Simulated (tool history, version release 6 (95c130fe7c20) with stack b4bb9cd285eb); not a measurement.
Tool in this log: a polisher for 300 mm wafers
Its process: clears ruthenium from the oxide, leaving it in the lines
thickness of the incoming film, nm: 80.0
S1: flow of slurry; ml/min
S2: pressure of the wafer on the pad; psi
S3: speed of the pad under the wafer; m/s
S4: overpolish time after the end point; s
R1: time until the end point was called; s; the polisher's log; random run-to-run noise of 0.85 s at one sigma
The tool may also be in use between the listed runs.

run  hour   S1   S2    S3  S4       R1
  1   0.0  245  1.8  0.90  12  100.010
  2   2.7  245  1.8  1.02  12   91.029
  3  10.0  245  1.9  1.02  12   86.676
  4  13.9  190  1.9  1.02  12   89.963
  5  18.6  230  1.9  1.02  12   86.203
  6  20.9  230  2.0  1.02  12   82.366
  7  28.9  230  2.1  1.02  12   82.047
  8  35.7  230  2.1  1.02  12   78.957
  9  37.0  230  2.2  1.02  12   76.052

What does the tool deliver on the next run?
 10  45.8  230  2.3  1.02  12   ?

R1: 74.879 s
